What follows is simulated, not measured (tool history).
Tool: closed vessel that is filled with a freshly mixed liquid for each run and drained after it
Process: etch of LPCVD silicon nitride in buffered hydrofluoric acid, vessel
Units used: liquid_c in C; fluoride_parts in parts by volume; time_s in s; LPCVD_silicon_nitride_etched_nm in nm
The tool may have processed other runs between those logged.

| run | day | liquid_c | fluoride_parts | time_s | LPCVD_silicon_nitride_etched_nm |
|---|---|---|---|---|---|
| 1 | 0.000 | 24.0 | 15.0 | 3230 | 27.599 |
| 2 | 0.179 | 24.0 | 17.5 | 3230 | 23.655 |
| 3 | 0.417 | 23.5 | 17.5 | 3230 | 23.119 |
| 4 | 0.771 | 26.0 | 17.5 | 3230 | 26.539 |
| 5 | 1.183 | 25.5 | 17.5 | 3230 | 25.715 |
| 6 | 1.454 | 29.0 | 17.5 | 3230 | 31.021 |

Run 7 comes next. What will it give?
| 7 | 1.662 | 27.5 | 17.5 | 3230 | ? |

{"run 7": {"LPCVD_silicon_nitride_etched_nm": 28.498}}
